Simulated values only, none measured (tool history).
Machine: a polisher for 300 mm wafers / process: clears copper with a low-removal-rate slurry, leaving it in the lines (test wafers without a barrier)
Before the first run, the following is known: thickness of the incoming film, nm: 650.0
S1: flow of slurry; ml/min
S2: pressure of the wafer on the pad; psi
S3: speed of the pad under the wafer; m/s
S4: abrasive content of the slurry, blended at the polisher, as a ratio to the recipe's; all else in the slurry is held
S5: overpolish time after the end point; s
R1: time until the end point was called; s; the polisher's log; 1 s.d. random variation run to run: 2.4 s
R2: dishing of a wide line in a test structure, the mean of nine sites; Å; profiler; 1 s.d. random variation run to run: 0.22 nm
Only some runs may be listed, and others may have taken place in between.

Run 1, hour 0.0: S1 315 ml/min, S2 4.1 psi, S3 0.92 m/s, S4 1.0, S5 20 s. Result: R1 163.01 s, R2 162.22 Å.
Run 2, hour 1.7: S1 360 ml/min, S2 4.1 psi, S3 0.92 m/s, S4 1.0, S5 20 s. Result: R1 161.53 s, R2 168.71 Å.
Run 3, hour 2.6: S1 415 ml/min, S2 4.1 psi, S3 0.92 m/s, S4 1.0, S5 20 s. Result: R1 159.07 s, R2 170.62 Å.
Run 4, hour 4.6: S1 415 ml/min, S2 5.0 psi, S3 0.92 m/s, S4 1.0, S5 20 s. Result: R1 131.60 s, R2 169.11 Å.
Run 5, hour 8.2: S1 355 ml/min, S2 4.5 psi, S3 0.86 m/s, S4 1.0, S5 16 s. Result: R1 158.31 s, R2 158.78 Å.
Run 6, hour 15.7: S1 310 ml/min, S2 4.1 psi, S3 0.82 m/s, S4 1.0, S5 13 s. Result: R1 185.81 s, R2 141.48 Å.
Run 7, hour 18.2: S1 305 ml/min, S2 3.8 psi, S3 0.82 m/s, S4 1.0, S5 12 s. Result: R1 196.28 s, R2 134.37 Å.
Run 8, hour 21.3: S1 305 ml/min, S2 3.5 psi, S3 0.82 m/s, S4 1.0, S5 13 s. Result: R1 214.25 s, R2 138.20 Å.

Predict the results of run 9:
Run 9, hour 22.2: S1 300 ml/min, S2 3.3 psi, S3 0.82 m/s, S4 1.0, S5 12 s. Result: R1 ?, R2 ?.

R1: 227.26 s
R2: 132.85 Å
